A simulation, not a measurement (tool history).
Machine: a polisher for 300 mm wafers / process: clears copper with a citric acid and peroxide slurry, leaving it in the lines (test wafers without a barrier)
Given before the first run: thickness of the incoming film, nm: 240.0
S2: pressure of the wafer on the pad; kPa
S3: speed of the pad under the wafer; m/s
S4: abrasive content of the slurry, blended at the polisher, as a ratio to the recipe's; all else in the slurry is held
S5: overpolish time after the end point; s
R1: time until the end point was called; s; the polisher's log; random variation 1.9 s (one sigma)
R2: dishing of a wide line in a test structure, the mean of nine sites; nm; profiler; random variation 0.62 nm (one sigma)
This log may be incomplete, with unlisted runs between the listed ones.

Run 1, hour 0: flow of slurry (ml/min) 130, S2 17.2 kPa, S3 1.24 m/s, S4 1, S5 20 s. Result: R1 103.71 s, R2 28.399 nm.
Run 2, hour 2.9: flow of slurry (ml/min) 125, S2 17.9 kPa, S3 1.24 m/s, S4 1, S5 23 s. Result: R1 101.18 s, R2 33.34 nm.
Run 3, hour 4.5: flow of slurry (ml/min) 120, S2 17.9 kPa, S3 1.24 m/s, S4 1, S5 25 s. Result: R1 101.33 s, R2 34.77 nm.
Run 4, hour 13.5: flow of slurry (ml/min) 120, S2 17.9 kPa, S3 1.24 m/s, S4 1, S5 16 s. Result: R1 102.17 s, R2 24.139 nm.
Run 5, hour 20.8: flow of slurry (ml/min) 120, S2 14.5 kPa, S3 1.24 m/s, S4 1, S5 16 s. Result: R1 123.45 s, R2 20.672 nm.
Run 6, hour 23.7: flow of slurry (ml/min) 120, S2 14.5 kPa, S3 1.48 m/s, S4 1, S5 16 s. Result: R1 107.05 s, R2 23.227 nm.
Run 7, hour 32.1: flow of slurry (ml/min) 115, S2 15.2 kPa, S3 1.48 m/s, S4 1, S5 20 s. Result: R1 102.63 s, R2 29.466 nm.

Run 8 comes next. What will it give?
Run 8, hour 39.5: flow of slurry (ml/min) 110, S2 15.2 kPa, S3 1.5 m/s, S4 1, S5 22 s. Result: R1 ?, R2 ?.

R1: 101.85 s
R2: 32.38 nm

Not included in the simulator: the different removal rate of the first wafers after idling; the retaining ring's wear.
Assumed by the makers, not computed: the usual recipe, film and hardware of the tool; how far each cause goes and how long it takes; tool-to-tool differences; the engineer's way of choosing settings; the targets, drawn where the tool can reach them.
